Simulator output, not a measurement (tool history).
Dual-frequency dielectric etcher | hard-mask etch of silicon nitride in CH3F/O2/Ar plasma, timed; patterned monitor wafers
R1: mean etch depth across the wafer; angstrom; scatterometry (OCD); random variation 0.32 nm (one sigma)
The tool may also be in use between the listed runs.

{"run": 1, "hour": 0.0, "source power (kW)": 0.34, "bias power (kW)": 0.077, "etch time (s)": 175.5, "R1": 1197.2}
{"run": 2, "hour": 7.2, "source power (kW)": 0.34, "bias power (kW)": 0.066, "etch time (s)": 175.5, "R1": 1121.4}
{"run": 3, "hour": 9.6, "source power (kW)": 0.38, "bias power (kW)": 0.072, "etch time (s)": 176, "R1": 1210.6}
{"run": 4, "hour": 12.4, "source power (kW)": 0.38, "bias power (kW)": 0.063, "etch time (s)": 176, "R1": 1146.4}
{"run": 5, "hour": 16.5, "source power (kW)": 0.38, "bias power (kW)": 0.063, "etch time (s)": 175.5, "R1": 1138.4}
{"run": 6, "hour": 24.7, "source power (kW)": 0.4, "bias power (kW)": 0.071, "etch time (s)": 176, "R1": 1226}
{"run": 7, "hour": 28.5, "source power (kW)": 0.42, "bias power (kW)": 0.075, "etch time (s)": 176.5, "R1": 1272.8}
{"run": 8, "hour": 35.1, "source power (kW)": 0.43, "bias power (kW)": 0.079, "etch time (s)": 177, "R1": 1315.1}
{"run": 9, "hour": 40.3, "source power (kW)": 0.44, "bias power (kW)": 0.081, "etch time (s)": 177, "R1": 1347.4}

Forecast run 10:
{"run": 10, "hour": 48.8, "source power (kW)": 0.45, "bias power (kW)": 0.082, "etch time (s)": 177, "R1": "?"}

R1: 1357.1 angstrom

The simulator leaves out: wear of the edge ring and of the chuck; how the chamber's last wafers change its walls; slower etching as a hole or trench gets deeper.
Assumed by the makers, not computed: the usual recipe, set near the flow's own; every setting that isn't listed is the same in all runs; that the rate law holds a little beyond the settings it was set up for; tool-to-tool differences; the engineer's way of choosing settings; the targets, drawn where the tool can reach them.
